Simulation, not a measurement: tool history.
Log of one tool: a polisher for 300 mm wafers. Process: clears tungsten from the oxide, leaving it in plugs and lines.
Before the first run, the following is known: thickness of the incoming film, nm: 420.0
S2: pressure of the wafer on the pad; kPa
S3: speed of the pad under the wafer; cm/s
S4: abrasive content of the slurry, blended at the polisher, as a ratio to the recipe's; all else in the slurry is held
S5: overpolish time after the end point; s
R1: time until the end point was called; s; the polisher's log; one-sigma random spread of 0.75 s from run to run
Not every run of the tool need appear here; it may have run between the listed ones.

run 1 hour=0 | flow_of_slurry_(ml/min)=175 S2=29.6 S3=138 S4=1 S5=12 | R1=52.728
run 2 hour=6.1 | flow_of_slurry_(ml/min)=175 S2=29.6 S3=138 S4=1 S5=12 | R1=52.046
run 3 hour=9.1 | flow_of_slurry_(ml/min)=175 S2=29.6 S3=138 S4=1 S5=12 | R1=53.059
run 4 hour=11.7 | flow_of_slurry_(ml/min)=175 S2=28.3 S3=138 S4=1 S5=12 | R1=56.134
run 5 hour=18.2 | flow_of_slurry_(ml/min)=175 S2=28.3 S3=138 S4=0.9 S5=12 | R1=56.949
run 6 hour=26.9 | flow_of_slurry_(ml/min)=175 S2=27.6 S3=138 S4=0.9 S5=12 | R1=58.495
run 7 hour=34.3 | flow_of_slurry_(ml/min)=175 S2=26.9 S3=138 S4=0.9 S5=12 | R1=59.486
run 8 hour=41.8 | flow_of_slurry_(ml/min)=175 S2=26.2 S3=138 S4=0.9 S5=12 | R1=59.904

The next listed run, before its measurement:
run 9 hour=42.4 | flow_of_slurry_(ml/min)=175 S2=25.5 S3=138 S4=0.9 S5=12 | R1=?

{"run 9": {"R1": 62.043}}
